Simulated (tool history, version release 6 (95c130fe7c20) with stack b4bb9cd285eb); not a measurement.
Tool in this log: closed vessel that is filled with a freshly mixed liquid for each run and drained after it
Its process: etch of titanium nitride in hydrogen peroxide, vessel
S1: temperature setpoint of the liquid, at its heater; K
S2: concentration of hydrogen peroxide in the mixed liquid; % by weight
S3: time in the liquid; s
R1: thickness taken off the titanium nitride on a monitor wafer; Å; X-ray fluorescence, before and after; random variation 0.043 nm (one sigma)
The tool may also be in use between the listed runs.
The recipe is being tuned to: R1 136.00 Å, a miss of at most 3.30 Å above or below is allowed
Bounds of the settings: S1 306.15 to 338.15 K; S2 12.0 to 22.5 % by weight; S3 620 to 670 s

| run | hour | S1 | S2 | S3 | R1 |
|---|---|---|---|---|---|
| 1 | 0.0 | 322.15 | 15.5 | 620 | 204.03 |
| 2 | 7.0 | 320.65 | 15.5 | 620 | 183.50 |
| 3 | 11.8 | 320.65 | 15.5 | 620 | 182.62 |
| 4 | 20.4 | 319.65 | 15.5 | 620 | 169.72 |
| 5 | 27.6 | 318.65 | 15.5 | 620 | 157.58 |
| 6 | 30.3 | 318.65 | 18.5 | 620 | 164.03 |
| 7 | 32.9 | 318.15 | 18.5 | 620 | 157.88 |
| 8 | 41.0 | 317.65 | 18.5 | 620 | 151.86 |
| 9 | 49.1 | 317.15 | 18.5 | 620 | 146.88 |
| 10 | 55.8 | 316.65 | 18.5 | 620 | 140.66 |
| 11 | 61.3 | 316.65 | 18.5 | 620 | 141.77 |

Consider the 5 candidate settings below. Which is the only one whose results all fall within their allowed miss of target?
| A | 66.8 | 316.65 | 21.0 | 620 | ? |
| B | 66.8 | 315.15 | 19.0 | 670 | ? |
| C | 66.8 | 316.65 | 19.0 | 640 | ? |
| D | 66.8 | 316.15 | 20.0 | 645 | ? |
| E | 66.8 | 316.15 | 18.5 | 670 | ? |

| move | R1 |
|---|---|
| A | 144.82 |
| B | 136.76 |
| C | 146.32 |
| D | 143.58 |
| E | 146.68 |
A: further off than the last run
B: meets every target
C: further off than the last run
D: further off than the last run
E: further off than the last run
B is the move that brings every result within its allowed miss.

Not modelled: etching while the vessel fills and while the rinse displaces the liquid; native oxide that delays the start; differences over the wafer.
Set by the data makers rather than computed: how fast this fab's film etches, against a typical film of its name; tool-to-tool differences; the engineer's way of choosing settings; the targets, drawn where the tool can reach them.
